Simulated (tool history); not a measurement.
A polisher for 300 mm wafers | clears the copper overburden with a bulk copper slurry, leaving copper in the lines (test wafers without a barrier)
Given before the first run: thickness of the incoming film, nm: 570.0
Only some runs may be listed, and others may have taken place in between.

run  hour  flow of slurry (ml/min)  pressure of the wafer on the pad (psi)  speed of the pad under the wafer (m/s)  abrasive content of the slurry  overpolish time after the end point (s)  time until the end point was called (s)  dishing of a wide line in a test structure (Å)
  1   0.0                      195                                     1.7                                    1.38                             1.0                                       27                                   80.409                                          817.66
  2   6.1                      225                                     1.7                                    1.38                             1.0                                       27                                   77.907                                          849.93
  3   9.8                      225                                     1.7                                    1.38                             1.0                                       34                                   77.700                                          931.71
  4  12.1                      225                                     1.9                                    1.40                             1.0                                       30                                   69.340                                          927.37
  5  16.7                      225                                     2.2                                    1.40                             1.0                                       30                                   59.007                                         1063.10
  6  24.1                      225                                     1.8                                    1.40                             1.0                                       30                                   72.476                                          899.17
  7  31.3                      225                                     1.9                                    1.44                             1.0                                       27                                   67.187                                          921.67

For run 8, what comes out?
     33.7  -- head pressure recalibrated
  8  33.7                      225                                     2.0                                    1.48                             1.0                                       24                                        ?                                               ?

{"run 8": {"time until the end point was called (s)": 66.704, "dishing of a wide line in a test structure (Å)": 855.54}}
